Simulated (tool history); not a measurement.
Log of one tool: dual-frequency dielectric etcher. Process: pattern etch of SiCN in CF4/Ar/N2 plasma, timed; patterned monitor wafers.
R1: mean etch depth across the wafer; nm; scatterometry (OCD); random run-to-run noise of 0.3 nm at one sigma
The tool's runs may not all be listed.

run 1 hour=0 | source_power_(W)=470 bias_power_(W)=86 Ar_flow_(sccm)=93 CF4_flow_(sccm)=76 etch_time_(s)=116.5 | R1=111.9
run 2 hour=7.5 | source_power_(W)=470 bias_power_(W)=86 Ar_flow_(sccm)=82 CF4_flow_(sccm)=76 etch_time_(s)=116.5 | R1=112.8
run 3 hour=15.9 | source_power_(W)=440 bias_power_(W)=85 Ar_flow_(sccm)=82 CF4_flow_(sccm)=76 etch_time_(s)=116.5 | R1=105.65
run 4 hour=19.6 | source_power_(W)=440 bias_power_(W)=85 Ar_flow_(sccm)=82 CF4_flow_(sccm)=85 etch_time_(s)=116.5 | R1=106.05
run 5 hour=26.4 | source_power_(W)=440 bias_power_(W)=85 Ar_flow_(sccm)=82 CF4_flow_(sccm)=77 etch_time_(s)=116.5 | R1=105.6
run 6 hour=33.6 | source_power_(W)=420 bias_power_(W)=84 Ar_flow_(sccm)=82 CF4_flow_(sccm)=77 etch_time_(s)=116.5 | R1=99.733
run 7 hour=38.7 | source_power_(W)=410 bias_power_(W)=84 Ar_flow_(sccm)=82 CF4_flow_(sccm)=77 etch_time_(s)=116.5 | R1=97.084
run 8 hour=46.8 | source_power_(W)=400 bias_power_(W)=84 Ar_flow_(sccm)=82 CF4_flow_(sccm)=77 etch_time_(s)=116.5 | R1=94.626
run 9 hour=51.7 | source_power_(W)=390 bias_power_(W)=84 Ar_flow_(sccm)=82 CF4_flow_(sccm)=77 etch_time_(s)=116.5 | R1=91.56
run 10 hour=60.5 | source_power_(W)=390 bias_power_(W)=84 Ar_flow_(sccm)=82 CF4_flow_(sccm)=77 etch_time_(s)=116.5 | R1=91.683

Run 11 has not been measured yet. What should we expect?
run 11 hour=69.4 | source_power_(W)=380 bias_power_(W)=84 Ar_flow_(sccm)=82 CF4_flow_(sccm)=77 etch_time_(s)=116.5 | R1=?

R1: 89.347 nm

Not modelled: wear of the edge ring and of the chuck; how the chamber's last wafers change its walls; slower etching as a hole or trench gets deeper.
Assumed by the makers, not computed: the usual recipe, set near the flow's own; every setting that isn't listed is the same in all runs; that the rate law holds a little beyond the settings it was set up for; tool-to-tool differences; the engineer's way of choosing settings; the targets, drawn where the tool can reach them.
